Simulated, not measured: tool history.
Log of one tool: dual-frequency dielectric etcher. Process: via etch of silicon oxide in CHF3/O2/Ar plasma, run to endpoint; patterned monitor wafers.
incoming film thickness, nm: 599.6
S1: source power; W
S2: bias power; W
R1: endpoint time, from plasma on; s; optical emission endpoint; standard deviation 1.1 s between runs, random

Run 1, hour 0: S1 860 W, S2 123 W. Result: R1 288.12 s.
Run 2, hour 8: S1 860 W, S2 115 W. Result: R1 291.7 s.
Run 3, hour 9.1: S1 710 W, S2 115 W. Result: R1 304.15 s.
Run 4, hour 12.7: S1 620 W, S2 115 W. Result: R1 312.11 s.
Run 5, hour 14.7: S1 590 W, S2 108 W. Result: R1 320.07 s.
Run 6, hour 21.4: S1 570 W, S2 103 W. Result: R1 326.49 s.

The next listed run, before its measurement:
Run 7, hour 26.3: S1 550 W, S2 100 W. Result: R1 ?.

{"run 7": {"R1": 332.57}}
